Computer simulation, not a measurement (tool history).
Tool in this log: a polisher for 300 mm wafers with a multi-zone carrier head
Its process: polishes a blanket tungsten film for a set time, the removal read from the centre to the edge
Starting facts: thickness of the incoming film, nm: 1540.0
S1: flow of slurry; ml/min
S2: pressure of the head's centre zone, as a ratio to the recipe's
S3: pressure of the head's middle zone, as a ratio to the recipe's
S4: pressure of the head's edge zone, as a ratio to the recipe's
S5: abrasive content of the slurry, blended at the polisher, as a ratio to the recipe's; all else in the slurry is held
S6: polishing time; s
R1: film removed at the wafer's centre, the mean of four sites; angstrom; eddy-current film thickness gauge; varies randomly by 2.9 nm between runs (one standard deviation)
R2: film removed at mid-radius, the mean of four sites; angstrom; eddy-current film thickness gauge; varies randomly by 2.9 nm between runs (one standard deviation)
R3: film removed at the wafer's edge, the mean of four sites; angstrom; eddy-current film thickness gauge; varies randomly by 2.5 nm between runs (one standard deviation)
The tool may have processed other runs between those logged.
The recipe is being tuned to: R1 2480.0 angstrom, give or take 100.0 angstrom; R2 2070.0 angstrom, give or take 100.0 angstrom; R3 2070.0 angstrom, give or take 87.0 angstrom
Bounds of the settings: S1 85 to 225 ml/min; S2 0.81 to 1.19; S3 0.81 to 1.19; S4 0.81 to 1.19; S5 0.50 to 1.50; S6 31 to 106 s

run 1 hour=0.0 | S1=145 S2=1.00 S3=1.00 S4=1.00 S5=1.00 S6=68 | R1=3441.9 R2=3405.7 R3=3375.1
run 2 hour=6.4 | S1=145 S2=1.01 S3=0.99 S4=0.98 S5=0.95 S6=65 | R1=3243.3 R2=3241.4 R3=3197.0
run 3 hour=7.6 | S1=145 S2=1.03 S3=0.97 S4=0.96 S5=0.90 S6=62 | R1=3164.1 R2=2996.8 R3=2980.4
run 4 hour=9.3 | S1=145 S2=1.04 S3=0.96 S4=0.95 S5=0.85 S6=60 | R1=2982.5 R2=2770.0 R3=2833.9
run 5 hour=17.6 | S1=145 S2=1.06 S3=0.96 S4=0.93 S5=0.80 S6=59 | R1=2997.2 R2=2820.5 R3=2691.0
run 6 hour=25.8 | S1=145 S2=1.07 S3=0.94 S4=0.92 S5=0.75 S6=58 | R1=3009.7 R2=2604.9 R3=2614.2
run 7 hour=31.3 | S1=140 S2=1.07 S3=0.94 S4=0.91 S5=0.70 S6=57 | R1=2811.7 R2=2554.7 R3=2577.6
run 8 hour=34.8 | S1=140 S2=1.08 S3=0.94 S4=0.90 S5=0.70 S6=56 | R1=2851.1 R2=2520.1 R3=2491.3
run 9 hour=39.6 | S1=140 S2=1.08 S3=0.93 S4=0.89 S5=0.65 S6=55 | R1=2682.6 R2=2404.2 R3=2400.7

Exactly one of the 4 candidate moves below puts every result within its allowed miss. Which one?
run A hour=44.4 | S1=160 S2=1.14 S3=0.93 S4=0.91 S5=0.65 S6=47 | R1=? R2=? R3=?
run B hour=44.4 | S1=120 S2=1.02 S3=0.98 S4=0.97 S5=0.50 S6=56 | R1=? R2=? R3=?
run C hour=44.4 | S1=225 S2=1.02 S3=1.18 S4=0.85 S5=0.55 S6=50 | R1=? R2=? R3=?
run D hour=44.4 | S1=110 S2=0.98 S3=0.90 S4=0.87 S5=0.65 S6=72 | R1=? R2=? R3=?

move=A R1=2522.1 R2=2087.3 R3=2085.8
move=B R1=2417.4 R2=2349.5 R3=2349.6
move=C R1=2472.0 R2=2774.9 R3=2158.1
move=D R1=3060.9 R2=2892.1 R3=2972.5
A: each result inside its tolerance
B: closes in on the targets versus the last run, not all within tolerance yet
C: its largest miss is bigger than the last run's
D: its largest miss is bigger than the last run's
Answer: A

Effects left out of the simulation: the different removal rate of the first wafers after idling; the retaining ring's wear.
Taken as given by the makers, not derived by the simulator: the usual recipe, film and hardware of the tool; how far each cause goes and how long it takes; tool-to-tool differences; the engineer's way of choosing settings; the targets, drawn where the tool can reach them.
